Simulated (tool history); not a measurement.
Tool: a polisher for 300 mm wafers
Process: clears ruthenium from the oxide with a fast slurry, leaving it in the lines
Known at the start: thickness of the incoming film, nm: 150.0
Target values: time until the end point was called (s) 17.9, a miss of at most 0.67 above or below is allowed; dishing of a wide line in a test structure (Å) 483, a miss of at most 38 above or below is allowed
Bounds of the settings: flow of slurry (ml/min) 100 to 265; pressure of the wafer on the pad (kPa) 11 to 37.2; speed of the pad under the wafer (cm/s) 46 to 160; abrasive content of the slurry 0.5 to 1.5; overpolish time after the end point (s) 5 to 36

| run | hour | flow of slurry (ml/min) | pressure of the wafer on the pad (kPa) | speed of the pad under the wafer (cm/s) | abrasive content of the slurry | overpolish time after the end point (s) | time until the end point was called (s) | dishing of a wide line in a test structure (Å) |
|---|---|---|---|---|---|---|---|---|
| 1 | 0 | 170 | 24.1 | 102 | 1 | 18 | 30.133 | 543.18 |
| 2 | 6.5 | 170 | 24.1 | 102 | 1.1 | 18 | 28.896 | 559.18 |
| 3 | 8.9 | 170 | 24.1 | 118 | 1.1 | 18 | 25.407 | 603.87 |
| 4 | 12.4 | 170 | 24.1 | 126 | 1.1 | 18 | 23.54 | 653.62 |
| 5 | 17.3 | 205 | 24.1 | 126 | 1.1 | 18 | 23.584 | 663.55 |
| 6 | 22.7 | 205 | 24.8 | 126 | 1.1 | 16 | 21.936 | 611.74 |
| 7 | 25 | 205 | 25.5 | 126 | 1.1 | 15 | 21.877 | 601.08 |
|  | 26 | head pressure recalibrated |
| 8 | 26 | 205 | 26.2 | 126 | 1.1 | 14 | 19.698 | 631.62 |
| 9 | 34.9 | 205 | 26.2 | 126 | 1.1 | 13 | 19.113 | 578.21 |
| 10 | 37.9 | 205 | 26.2 | 126 | 1.1 | 12 | 19.631 | 569.22 |
| 11 | 42.1 | 205 | 26.2 | 126 | 1.1 | 11 | 19.22 | 534.59 |
| 12 | 49.6 | 205 | 26.9 | 126 | 1.1 | 9 | 19.135 | 469.34 |

Next run, 4 choices. One meets every target within its allowed miss, the rest don't. Which?
| A | 57.1 | 195 | 24.8 | 128 | 1.2 | 10 | ? | ? |
| B | 57.1 | 225 | 28.3 | 140 | 1.05 | 11 | ? | ? |
| C | 57.1 | 180 | 31.7 | 134 | 0.8 | 9 | ? | ? |
| D | 57.1 | 210 | 26.2 | 152 | 1.05 | 11 | ? | ? |

| move | time until the end point was called (s) | dishing of a wide line in a test structure (Å) |
|---|---|---|
| A | 19.576 | 494.28 |
| B | 16.411 | 595.25 |
| C | 17.877 | 489.11 |
| D | 16.441 | 594.54 |
A: lands further from the targets than the last run did
B: pushes the last run's worst result past its target
C: every result lands within tolerance
D: pushes the last run's worst result past its target
The move that meets every target is C.
